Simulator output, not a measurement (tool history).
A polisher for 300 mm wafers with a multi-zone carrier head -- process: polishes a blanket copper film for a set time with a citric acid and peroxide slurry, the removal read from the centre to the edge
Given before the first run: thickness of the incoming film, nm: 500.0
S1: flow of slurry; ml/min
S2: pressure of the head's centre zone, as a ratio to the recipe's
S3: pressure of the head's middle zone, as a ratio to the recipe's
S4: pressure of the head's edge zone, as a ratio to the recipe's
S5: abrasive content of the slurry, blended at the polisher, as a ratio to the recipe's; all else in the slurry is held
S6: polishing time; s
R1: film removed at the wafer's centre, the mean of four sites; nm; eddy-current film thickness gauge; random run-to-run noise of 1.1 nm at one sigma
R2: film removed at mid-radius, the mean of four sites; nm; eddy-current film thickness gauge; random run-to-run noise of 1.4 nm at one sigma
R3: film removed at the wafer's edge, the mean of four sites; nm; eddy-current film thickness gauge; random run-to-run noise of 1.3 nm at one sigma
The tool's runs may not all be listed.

{"run": 1, "day": 0.0, "S1": 250, "S2": 1, "S3": 1, "S4": 1, "S5": 1, "S6": 36, "R1": 91.89, "R2": 93.65, "R3": 88.559}
{"run": 2, "day": 0.083, "S1": 250, "S2": 1, "S3": 1, "S4": 1, "S5": 0.9, "S6": 36, "R1": 87.735, "R2": 89.382, "R3": 82.992}
{"run": 3, "day": 0.167, "S1": 250, "S2": 1.01, "S3": 1.01, "S4": 1.01, "S5": 0.95, "S6": 36, "R1": 89.756, "R2": 92.534, "R3": 87.422}
{"run": 4, "day": 0.296, "S1": 250, "S2": 1.01, "S3": 1.01, "S4": 1.01, "S5": 0.95, "S6": 42, "R1": 106.35, "R2": 107.08, "R3": 98.292}
{"day": 0.5, "done": "edge zone pressure recalibrated"}
{"run": 5, "day": 0.5, "S1": 255, "S2": 1.02, "S3": 1.01, "S4": 1.02, "S5": 0.95, "S6": 42, "R1": 106.65, "R2": 106.05, "R3": 105.25}
{"run": 6, "day": 0.588, "S1": 255, "S2": 1.02, "S3": 1.01, "S4": 1.02, "S5": 0.8, "S6": 42, "R1": 101.23, "R2": 100.72, "R3": 99.734}
{"run": 7, "day": 0.65, "S1": 260, "S2": 1.03, "S3": 1.02, "S4": 1.02, "S5": 0.8, "S6": 42, "R1": 103.26, "R2": 102.09, "R3": 101.15}

Estimate the outcome of run 8 from the log above:
{"run": 8, "day": 0.854, "S1": 265, "S2": 1.04, "S3": 1.03, "S4": 1.02, "S5": 0.8, "S6": 42, "R1": "?", "R2": "?", "R3": "?"}

{"run 8": {"R1": 102.59, "R2": 101.33, "R3": 100.19}}
